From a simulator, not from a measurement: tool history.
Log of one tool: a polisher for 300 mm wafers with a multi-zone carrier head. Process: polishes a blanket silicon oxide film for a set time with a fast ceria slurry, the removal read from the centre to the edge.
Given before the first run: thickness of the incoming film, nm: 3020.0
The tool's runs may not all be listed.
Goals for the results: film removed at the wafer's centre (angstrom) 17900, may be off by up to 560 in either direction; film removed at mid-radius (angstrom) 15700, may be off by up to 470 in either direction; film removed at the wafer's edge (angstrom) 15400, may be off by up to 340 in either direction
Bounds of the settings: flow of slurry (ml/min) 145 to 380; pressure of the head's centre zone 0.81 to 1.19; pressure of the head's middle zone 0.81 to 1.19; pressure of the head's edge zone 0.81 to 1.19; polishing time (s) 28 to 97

run	hour	flow of slurry (ml/min)	pressure of the head's centre zone	pressure of the head's middle zone	pressure of the head's edge zone	polishing time (s)	film removed at the wafer's centre (angstrom)	film removed at mid-radius (angstrom)	film removed at the wafer's edge (angstrom)
1	0	245	1	1	1	62	11890	11702	11902
2	2.4	270	1.06	1.03	1.04	65	13084	12899	12671
3	4.6	225	1.06	1.03	1.04	65	12919	12592	12531
4	11.7	225	1.06	1.03	1.09	65	13021	12516	12944
5	17.6	240	1.1	1.03	1.08	69	14391	13212	13704
6	21.3	240	1.15	1.03	1.08	69	14927	13368	13463
# hour 22: worn pad replaced by a new one
7	22	255	1.16	1.03	1.08	72	16764	14656	15032
8	25.9	290	1.18	1.07	1.03	72	17222	15331	14944

Consider the 4 candidate settings below. Which is the only one whose results all fall within their allowed miss of target?
A	29.8	305	1.18	1.05	1.02	74	?	?	?
B	29.8	275	1.19	0.94	1.07	75	?	?	?
C	29.8	275	1.13	1.14	1	74	?	?	?
D	29.8	300	1.11	0.97	1.09	73	?	?	?

move	film removed at the wafer's centre (angstrom)	film removed at mid-radius (angstrom)	film removed at the wafer's edge (angstrom)
A	17619	15714	15550
B	17770	14796	15932
C	16717	16311	15291
D	16375	14799	15730
A: meets every target
B: pushes the last run's worst result past its target
C: corrects the largest miss of the last run, while another result sits out of spec
D: corrects the largest miss of the last run, while another result sits out of spec
Correct choice: A, which meets every target
